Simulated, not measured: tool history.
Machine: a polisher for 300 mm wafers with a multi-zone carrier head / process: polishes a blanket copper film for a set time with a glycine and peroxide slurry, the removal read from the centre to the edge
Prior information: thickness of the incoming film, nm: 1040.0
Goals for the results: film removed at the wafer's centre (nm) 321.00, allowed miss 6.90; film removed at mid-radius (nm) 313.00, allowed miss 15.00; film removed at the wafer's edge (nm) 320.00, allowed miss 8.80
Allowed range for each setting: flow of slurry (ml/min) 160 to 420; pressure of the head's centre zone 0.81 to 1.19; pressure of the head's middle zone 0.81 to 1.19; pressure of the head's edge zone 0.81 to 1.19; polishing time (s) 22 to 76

run,hour,flow of slurry (ml/min),pressure of the head's centre zone,pressure of the head's middle zone,pressure of the head's edge zone,polishing time (s),film removed at the wafer's centre (nm),film removed at mid-radius (nm),film removed at the wafer's edge (nm)
1,0.0,270,1.00,1.00,1.00,49,292.15,277.58,290.49
2,8.1,270,1.00,1.07,1.00,49,285.54,297.31,287.43
3,15.4,270,1.00,1.07,0.94,49,287.84,295.14,277.15
4,20.6,270,1.00,1.13,0.94,49,287.51,308.98,277.48
5,27.9,270,1.00,1.08,0.94,49,289.24,296.26,279.22
6,29.8,270,1.00,1.08,0.94,53,311.62,327.51,299.75
7,32.8,275,1.00,1.07,0.95,53,313.85,319.28,304.25
8,40.3,280,1.00,1.06,0.96,53,314.69,316.18,307.09
9,45.3,285,1.00,1.06,0.97,53,316.18,311.87,307.33
10,52.3,285,1.00,1.06,0.98,53,313.69,326.60,309.11

Pick the move, out of 4, that brings all results within their allowed miss; only one does.
A,59.3,235,1.00,0.92,1.10,55,?,?,?
B,59.3,275,1.04,1.05,1.08,52,?,?,?
C,59.3,160,1.01,0.81,1.00,61,?,?,?
D,59.3,260,0.97,1.12,0.94,53,?,?,?

move,film removed at the wafer's centre (nm),film removed at mid-radius (nm),film removed at the wafer's edge (nm)
A,318.06,293.08,338.04
B,319.31,315.16,320.37
C,334.54,276.90,343.73
D,301.52,337.60,303.60
A: carries the result that was furthest off beyond its target, to the other side
B: every result lands within tolerance
C: carries the result that was furthest off beyond its target, to the other side
D: moves away from the targets compared with the last run
Answer: B
